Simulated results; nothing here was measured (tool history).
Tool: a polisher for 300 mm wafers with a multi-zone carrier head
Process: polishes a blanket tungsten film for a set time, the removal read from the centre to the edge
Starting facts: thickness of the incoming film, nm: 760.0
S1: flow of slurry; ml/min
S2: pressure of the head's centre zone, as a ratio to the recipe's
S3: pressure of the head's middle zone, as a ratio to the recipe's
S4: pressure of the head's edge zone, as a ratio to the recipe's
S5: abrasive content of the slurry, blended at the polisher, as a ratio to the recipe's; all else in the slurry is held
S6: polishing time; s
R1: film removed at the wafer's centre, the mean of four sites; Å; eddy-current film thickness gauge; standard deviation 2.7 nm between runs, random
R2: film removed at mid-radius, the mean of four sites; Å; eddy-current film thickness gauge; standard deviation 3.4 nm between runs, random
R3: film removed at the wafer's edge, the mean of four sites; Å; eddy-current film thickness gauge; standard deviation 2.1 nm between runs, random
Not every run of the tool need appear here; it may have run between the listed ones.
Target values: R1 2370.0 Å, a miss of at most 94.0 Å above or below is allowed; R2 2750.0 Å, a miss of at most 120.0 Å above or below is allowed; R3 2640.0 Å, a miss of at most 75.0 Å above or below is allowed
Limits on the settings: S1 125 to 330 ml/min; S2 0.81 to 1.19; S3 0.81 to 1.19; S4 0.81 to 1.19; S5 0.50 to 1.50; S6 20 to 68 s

run 1 hour=0.0 | S1=210 S2=1.00 S3=1.00 S4=1.00 S5=1.00 S6=44 | R1=2010.4 R2=2038.5 R3=2184.4
run 2 hour=5.9 | S1=220 S2=1.00 S3=1.04 S4=1.02 S5=1.10 S6=44 | R1=2142.7 R2=2249.3 R3=2269.2
run 3 hour=14.0 | S1=230 S2=0.99 S3=1.05 S4=1.05 S5=1.15 S6=44 | R1=2209.6 R2=2282.7 R3=2327.1
run 4 hour=16.4 | S1=230 S2=0.99 S3=1.05 S4=1.05 S5=1.15 S6=53 | R1=2589.4 R2=2803.7 R3=2829.4
run 5 hour=18.7 | S1=225 S2=0.98 S3=1.05 S4=1.03 S5=1.15 S6=53 | R1=2561.8 R2=2729.7 R3=2826.1
run 6 hour=20.6 | S1=220 S2=0.98 S3=1.07 S4=1.02 S5=1.10 S6=53 | R1=2479.9 R2=2771.6 R3=2719.0
run 7 hour=24.8 | S1=215 S2=0.98 S3=1.07 S4=1.02 S5=1.10 S6=53 | R1=2480.3 R2=2687.5 R3=2743.3
-- hour=26.8 slurry nozzle cleaned
run 8 hour=26.8 | S1=215 S2=0.94 S3=1.11 S4=0.96 S5=1.05 S6=53 | R1=2555.9 R2=2888.9 R3=2723.2
run 9 hour=31.2 | S1=210 S2=0.94 S3=1.11 S4=0.96 S5=1.05 S6=53 | R1=2557.9 R2=2888.9 R3=2786.5
run 10 hour=35.1 | S1=205 S2=0.94 S3=1.11 S4=0.96 S5=1.00 S6=53 | R1=2501.8 R2=2783.6 R3=2740.7
run 11 hour=42.1 | S1=210 S2=0.93 S3=1.12 S4=0.96 S5=1.00 S6=53 | R1=2446.0 R2=2893.4 R3=2738.9

Which single option among these 5 for the next run brings every result within its allowed miss of target? Just one does.
run A hour=49.1 | S1=200 S2=1.02 S3=1.13 S4=0.97 S5=1.20 S6=49 | R1=? R2=? R3=?
run B hour=49.1 | S1=220 S2=0.89 S3=1.12 S4=0.96 S5=1.05 S6=54 | R1=? R2=? R3=?
run C hour=49.1 | S1=220 S2=0.89 S3=1.11 S4=1.19 S5=0.90 S6=55 | R1=? R2=? R3=?
run D hour=49.1 | S1=230 S2=1.01 S3=1.10 S4=0.90 S5=1.10 S6=49 | R1=? R2=? R3=?
run E hour=49.1 | S1=200 S2=0.91 S3=1.09 S4=0.95 S5=0.95 S6=53 | R1=? R2=? R3=?

move=A R1=2644.9 R2=2804.4 R3=2693.4
move=B R1=2468.6 R2=2977.3 R3=2860.5
move=C R1=2382.2 R2=2850.7 R3=2954.5
move=D R1=2602.6 R2=2717.6 R3=2601.1
move=E R1=2354.7 R2=2718.2 R3=2676.0
A: puts the biggest miss on target and leaves a different result outside tolerance
B: its largest miss is bigger than the last run's
C: its largest miss is bigger than the last run's
D: puts the biggest miss on target and leaves a different result outside tolerance
E: each result inside its tolerance
Go with E: it meets all targets.
